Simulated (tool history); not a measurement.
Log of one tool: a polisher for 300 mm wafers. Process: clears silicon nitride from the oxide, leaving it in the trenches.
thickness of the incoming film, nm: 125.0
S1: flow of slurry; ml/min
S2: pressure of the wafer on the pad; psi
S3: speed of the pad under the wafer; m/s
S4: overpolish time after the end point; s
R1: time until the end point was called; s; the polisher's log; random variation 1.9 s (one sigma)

run,hour,S1,S2,S3,S4,R1
1,0,250,2.9,1.1,25,136.89
2,4.7,250,2.7,1.1,25,144.48
3,6.7,250,2.5,1.1,25,156.88
4,7.6,250,2.5,1.1,25,158.37
5,9.2,250,2.5,1.1,25,154.1
6,13.6,250,2.3,1.1,25,171.03
7,14.6,240,1.5,1.1,25,258.17
8,21.5,250,1.5,1.1,25,255.86

Run 9 comes next. What will it give?
9,29,250,1.5,1.1,25,?

{"run 9": {"R1": 251.3}}

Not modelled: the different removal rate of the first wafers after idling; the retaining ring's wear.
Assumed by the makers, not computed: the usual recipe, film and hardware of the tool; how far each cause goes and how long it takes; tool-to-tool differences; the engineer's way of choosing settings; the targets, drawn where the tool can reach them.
